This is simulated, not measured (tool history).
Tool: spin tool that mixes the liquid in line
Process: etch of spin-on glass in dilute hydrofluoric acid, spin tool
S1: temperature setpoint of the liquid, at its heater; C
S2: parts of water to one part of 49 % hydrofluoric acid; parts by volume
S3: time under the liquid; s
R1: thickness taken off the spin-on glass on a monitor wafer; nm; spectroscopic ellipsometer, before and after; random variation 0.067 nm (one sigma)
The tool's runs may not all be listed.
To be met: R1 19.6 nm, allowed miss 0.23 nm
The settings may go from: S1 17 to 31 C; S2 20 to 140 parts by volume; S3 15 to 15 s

run,hour,S1,S2,S3,R1
1,0,23,75,15,8.9389
2,2,25.5,65,15,11.471
3,5.9,22,65,15,9.9527
4,14.5,22,65,15,9.9762
5,15.1,21,65,15,9.5692
6,19.7,21,50,15,12.699
7,25.9,25,50,15,14.995
8,30.7,29,50,15,17.535

Which of these 5 next moves meets every target?
A,35.5,30,45,15,?
B,35.5,30,50,15,?
C,35.5,29,45,15,?
D,35.5,27.5,55,15,?
E,35.5,31,60,15,?

move,R1
A,20.504
B,18.312
C,19.708
D,14.968
E,15.622
A: takes the result that was furthest off past its target
B: nearer than the last run, and not there yet
C: meets every target
D: further off than the last run
E: further off than the last run
Answer: C

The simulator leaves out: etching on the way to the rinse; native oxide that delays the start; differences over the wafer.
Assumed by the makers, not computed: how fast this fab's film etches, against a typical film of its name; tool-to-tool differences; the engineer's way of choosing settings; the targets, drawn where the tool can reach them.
